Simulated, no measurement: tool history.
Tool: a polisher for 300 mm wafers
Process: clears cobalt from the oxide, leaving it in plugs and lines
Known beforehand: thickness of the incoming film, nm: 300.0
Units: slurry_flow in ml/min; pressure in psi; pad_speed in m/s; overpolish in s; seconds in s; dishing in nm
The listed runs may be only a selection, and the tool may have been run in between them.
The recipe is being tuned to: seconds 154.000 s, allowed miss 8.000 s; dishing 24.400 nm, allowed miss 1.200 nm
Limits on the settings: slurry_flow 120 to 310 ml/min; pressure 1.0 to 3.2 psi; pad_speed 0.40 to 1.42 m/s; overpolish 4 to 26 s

run	hour	slurry_flow	pressure	pad_speed	overpolish	seconds	dishing
1	0.0	200	2.1	0.90	13	63.173	41.370
2	6.8	200	2.1	1.10	13	52.271	45.124
3	8.2	200	2.1	1.10	18	50.843	54.141
4	16.5	235	2.1	1.10	18	50.027	55.078
5	21.7	235	2.0	1.02	17	57.641	50.334
6	27.6	235	2.0	1.02	21	55.911	57.342
7	34.3	235	1.9	0.96	20	62.356	50.686
8	42.6	235	1.8	0.90	20	69.951	50.520
9	47.4	235	1.7	0.84	19	82.331	44.479
10	49.8	235	1.6	0.82	18	85.863	41.595
11	55.5	235	1.5	0.78	17	94.659	38.206
12	60.0	235	1.4	0.76	16	106.910	33.978

4 next moves are on the table. One of them brings every result within its allowed miss. Which?
A	64.5	215	1.6	0.74	11	?	?
B	64.5	210	1.3	0.56	15	?	?
C	64.5	295	1.3	0.60	13	?	?
D	64.5	210	1.6	0.86	25	?	?

move	seconds	dishing
A	97.390	27.324
B	155.300	24.228
C	140.280	23.419
D	84.468	50.733
A: moves toward the targets from the last run without getting all of them in spec
B: meets every target
C: corrects the largest miss of the last run, while another result sits out of spec
D: lands further from the targets than the last run did
So the answer is move B, the one that meets all the targets.

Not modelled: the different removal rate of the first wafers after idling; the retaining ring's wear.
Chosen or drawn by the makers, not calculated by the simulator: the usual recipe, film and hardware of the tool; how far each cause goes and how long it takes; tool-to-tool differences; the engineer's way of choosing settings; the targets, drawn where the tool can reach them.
